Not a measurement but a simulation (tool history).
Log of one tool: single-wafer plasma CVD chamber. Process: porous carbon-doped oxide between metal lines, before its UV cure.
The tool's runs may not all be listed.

run  hour  heater temperature setpoint (°C)  RF power (kW)  deposition time (s)  mean film thickness on the monitor wafer (angstrom)
  1   0.0                               285          0.480                 56.2                                               3141.6
  2   6.2                               281          0.500                 56.3                                               3349.3
  3  14.1                               277          0.500                 56.3                                               3430.6
  4  15.6                               277          0.465                 56.3                                               3260.8
  5  23.4                               274          0.480                 56.4                                               3454.1
  6  30.0                               271          0.485                 56.5                                               3534.8
  7  33.3                               269          0.495                 56.6                                               3657.8
  8  40.0                               267          0.500                 56.6                                               3742.0

The next listed run, before its measurement:
  9  48.7                               266          0.505                 56.6                                                    ?

mean film thickness on the monitor wafer (angstrom): 3794.7
